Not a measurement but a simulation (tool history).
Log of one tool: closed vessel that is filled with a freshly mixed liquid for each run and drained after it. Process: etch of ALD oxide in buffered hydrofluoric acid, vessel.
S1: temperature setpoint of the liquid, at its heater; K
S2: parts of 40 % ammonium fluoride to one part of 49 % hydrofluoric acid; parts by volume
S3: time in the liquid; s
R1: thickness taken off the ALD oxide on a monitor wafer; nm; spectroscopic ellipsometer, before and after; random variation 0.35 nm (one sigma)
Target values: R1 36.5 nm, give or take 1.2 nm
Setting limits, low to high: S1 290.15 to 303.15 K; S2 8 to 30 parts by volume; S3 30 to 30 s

run    day      S1    S2  S3      R1
  1      0  295.15  22.5  30  20.803
  2  0.271  295.15  22.5  30  21.034
  3   0.45  295.15  19.5  30  23.313
  4  0.721  296.15  19.5  30  25.054
  5  1.083  297.15  19.5  30  26.504
  6  1.133  297.15  25.5  30  21.503
  7  1.288  298.15    25  30  22.774
  8  1.429  298.65    24  30  24.467
     1.804  -- thermometer replaced
  9  1.804  299.15  23.5  30  28.119
 10      2  302.65  23.5  30  33.629

4 candidate next runs follow, results not yet known. Just one meets every target within its allowed miss. Identify it.
  A  2.196  303.15  20  30   ?
  B  2.196  302.65  23  30   ?
  C  2.196  303.15  22  30   ?
  D  2.196  303.15  25  30   ?

move      R1
   A  39.115
   B  34.622
   C  36.648
   D  33.584
A: the result that was furthest off in the last run now lies on the other side of its target
B: closer than the last run, but not yet in spec
C: every result lands within tolerance
D: about as far from the targets as the last run
The move that meets every target is C.

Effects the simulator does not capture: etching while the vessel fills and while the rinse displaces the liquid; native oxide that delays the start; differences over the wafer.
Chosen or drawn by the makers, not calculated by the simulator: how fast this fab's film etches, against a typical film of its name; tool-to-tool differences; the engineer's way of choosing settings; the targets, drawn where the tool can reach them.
